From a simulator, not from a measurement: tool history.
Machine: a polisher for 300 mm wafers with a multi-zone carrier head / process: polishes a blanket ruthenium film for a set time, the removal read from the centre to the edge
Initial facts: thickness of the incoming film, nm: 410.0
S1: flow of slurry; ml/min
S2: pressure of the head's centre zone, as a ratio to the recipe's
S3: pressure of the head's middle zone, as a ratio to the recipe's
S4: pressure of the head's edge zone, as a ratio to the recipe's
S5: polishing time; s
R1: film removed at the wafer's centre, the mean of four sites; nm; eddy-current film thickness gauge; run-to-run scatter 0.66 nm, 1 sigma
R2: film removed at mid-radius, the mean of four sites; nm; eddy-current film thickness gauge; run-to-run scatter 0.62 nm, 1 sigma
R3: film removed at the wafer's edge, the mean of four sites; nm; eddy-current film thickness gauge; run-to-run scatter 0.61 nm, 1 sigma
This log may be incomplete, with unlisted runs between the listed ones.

{"run": 1, "hour": 0.0, "S1": 310, "S2": 1, "S3": 1, "S4": 1, "S5": 36, "R1": 35.244, "R2": 40.497, "R3": 40.502}
{"run": 2, "hour": 8.7, "S1": 310, "S2": 1.02, "S3": 1.02, "S4": 1.02, "S5": 37, "R1": 36.954, "R2": 41.939, "R3": 42.931}
{"run": 3, "hour": 10.0, "S1": 315, "S2": 1.05, "S3": 1.05, "S4": 1.02, "S5": 38, "R1": 39.332, "R2": 45.312, "R3": 43.935}
{"run": 4, "hour": 17.6, "S1": 315, "S2": 1.07, "S3": 1.06, "S4": 1.04, "S5": 39, "R1": 40.052, "R2": 45.597, "R3": 45.354}
{"run": 5, "hour": 19.1, "S1": 320, "S2": 1.09, "S3": 1.07, "S4": 1.04, "S5": 40, "R1": 42.693, "R2": 47.449, "R3": 47.335}
{"run": 6, "hour": 24.4, "S1": 320, "S2": 1.09, "S3": 1.07, "S4": 1.07, "S5": 40, "R1": 42.39, "R2": 47.996, "R3": 46.961}

Forecast run 7:
{"run": 7, "hour": 29.0, "S1": 325, "S2": 1.1, "S3": 1.08, "S4": 1.07, "S5": 41, "R1": "?", "R2": "?", "R3": "?"}

{"run 7": {"R1": 45.125, "R2": 49.708, "R3": 47.538}}
